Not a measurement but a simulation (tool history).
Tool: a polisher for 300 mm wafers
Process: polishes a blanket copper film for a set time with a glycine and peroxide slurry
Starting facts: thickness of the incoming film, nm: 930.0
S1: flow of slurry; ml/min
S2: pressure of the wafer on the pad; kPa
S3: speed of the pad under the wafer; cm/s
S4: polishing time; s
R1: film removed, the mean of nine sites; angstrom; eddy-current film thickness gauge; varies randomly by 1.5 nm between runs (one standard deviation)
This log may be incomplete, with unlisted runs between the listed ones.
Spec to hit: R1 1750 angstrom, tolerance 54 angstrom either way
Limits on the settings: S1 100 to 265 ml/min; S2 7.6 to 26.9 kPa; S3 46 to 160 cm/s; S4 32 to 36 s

run,hour,S1,S2,S3,S4,R1
1,0,170,17.2,102,36,1644.1
2,6.7,180,17.9,102,36,1654.4
3,7.7,180,17.9,102,32,1484.5
4,9.7,180,18.6,102,32,1524.2
# hour 15.7: head pressure recalibrated
5,15.7,180,19.3,102,32,1462.5
6,21.5,140,19.3,102,32,1401.6
7,23.4,150,20,102,32,1448.9
8,29.8,160,20.7,102,32,1465.1
9,37.1,165,20.7,102,32,1519.5

Which one of the following 5 next-run settings gets every result inside its allowed miss? There is exactly one.
A,44.4,170,15.2,94,33,?
B,44.4,145,20,78,33,?
C,44.4,105,21.4,88,34,?
D,44.4,150,19.3,100,36,?
E,44.4,190,26.9,86,34,?

move,R1
A,1221.9
B,1263.3
C,1355.2
D,1576.4
E,1768.9
A: further off than the last run
B: further off than the last run
C: further off than the last run
D: closes in on the targets versus the last run, not all within tolerance yet
E: every result within its allowed miss
E is the move that brings every result within its allowed miss.
